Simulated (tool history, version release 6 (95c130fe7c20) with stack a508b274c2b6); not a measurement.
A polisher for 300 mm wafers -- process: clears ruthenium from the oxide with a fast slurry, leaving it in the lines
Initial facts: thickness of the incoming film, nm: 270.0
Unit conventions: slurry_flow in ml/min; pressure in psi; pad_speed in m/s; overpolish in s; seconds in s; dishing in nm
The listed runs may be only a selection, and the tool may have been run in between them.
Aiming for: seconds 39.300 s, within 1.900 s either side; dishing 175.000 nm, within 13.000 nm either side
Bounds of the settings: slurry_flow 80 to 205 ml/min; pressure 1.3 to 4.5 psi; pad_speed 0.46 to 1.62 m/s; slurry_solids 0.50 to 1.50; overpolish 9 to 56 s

run  hour  slurry_flow  pressure  pad_speed  slurry_solids  overpolish  seconds  dishing
  1   0.0          135       2.9       1.04           1.00          29   50.384  101.400
  2   0.5          135       2.9       1.04           1.00          22   50.615   79.738
  3   2.3          135       2.9       0.82           1.00          22   63.616   64.763
  4   6.8          135       2.9       0.98           1.00          22   53.265   75.843
  5   8.1          135       2.9       0.98           1.00          16   52.307   58.928
  6  11.4          115       2.9       0.98           1.00          16   56.806   56.343
  7  18.1          120       3.1       0.98           1.00          21   50.706   80.347
  8  20.4          145       3.8       0.92           1.00          35   42.614  137.570
  9  28.8          145       3.9       0.92           1.00          36   41.446  139.220
 10  33.8          145       3.9       0.92           1.00          37   41.743  137.550
 11  41.1          145       3.9       0.92           1.00          39   42.641  138.590

Consider the 4 candidate settings below. Which is the only one whose results all fall within their allowed miss of target?
  A  48.4          120       3.3       1.06           1.05          49        ?        ?
  B  48.4          140       4.0       0.84           1.05          47        ?        ?
  C  48.4          140       4.4       0.90           0.95          50        ?        ?
  D  48.4          145       4.0       0.96           1.05          30        ?        ?

move  seconds  dishing
   A   44.433  160.360
   B   44.585  155.950
   C   39.222  174.630
   D   38.922  126.350
A: as far off as the last run
B: as far off as the last run
C: each result inside its tolerance
D: its largest miss is bigger than the last run's
Move C is the one to make.
